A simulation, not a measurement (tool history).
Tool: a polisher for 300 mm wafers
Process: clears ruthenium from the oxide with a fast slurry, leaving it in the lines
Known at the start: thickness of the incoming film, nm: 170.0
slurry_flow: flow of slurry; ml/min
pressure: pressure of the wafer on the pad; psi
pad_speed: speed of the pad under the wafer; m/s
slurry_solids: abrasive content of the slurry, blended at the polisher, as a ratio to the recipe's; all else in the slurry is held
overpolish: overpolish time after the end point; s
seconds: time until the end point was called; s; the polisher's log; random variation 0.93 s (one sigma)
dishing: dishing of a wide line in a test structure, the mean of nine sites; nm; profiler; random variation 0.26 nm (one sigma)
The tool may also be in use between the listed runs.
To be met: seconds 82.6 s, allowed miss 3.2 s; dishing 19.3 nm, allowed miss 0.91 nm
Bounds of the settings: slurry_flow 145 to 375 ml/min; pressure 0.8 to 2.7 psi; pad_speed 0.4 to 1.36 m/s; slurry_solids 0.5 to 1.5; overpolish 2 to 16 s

run  hour  slurry_flow  pressure  pad_speed  slurry_solids  overpolish  seconds  dishing
  1     0          240       1.7       0.88              1           8   89.579   14.461
  2     5          240       1.7       0.98              1           8   80.978   16.032
  3   5.8          240       1.7       0.98              1           5   80.115     10.1
  4    12          235       1.7       0.98              1           7   80.961    14.14
  5    20          235       1.7        0.8              1           7   98.854   11.416
  6  20.6          285       1.7        0.8              1           7   95.654   11.656
  7    24          285       1.7        0.8              1           7   97.022   11.606
  8  25.3          285       1.8        0.8              1           8    92.95   13.895
  9    31          285       1.9        0.8              1           9   87.845   16.286

5 next moves are on the table. One of them brings every result within its allowed miss. Which?
  A  36.7          295       2.2       0.82            0.9           7        ?        ?
  B  36.7          275       1.7       0.86            1.1           8        ?        ?
  C  36.7          310       1.7       0.92           1.05           9        ?        ?
  D  36.7          315       2.2       0.84           0.75          10        ?        ?
  E  36.7          285       1.6       0.84            1.1          11        ?        ?

move  seconds  dishing
   A   76.153   14.323
   B   85.489   14.572
   C   80.943   17.189
   D   81.529   18.873
   E    92.46   18.334
A: further off than the last run
B: further off than the last run
C: nearer than the last run, and not there yet
D: meets every target
E: nearer than the last run, and not there yet
The right move is D.
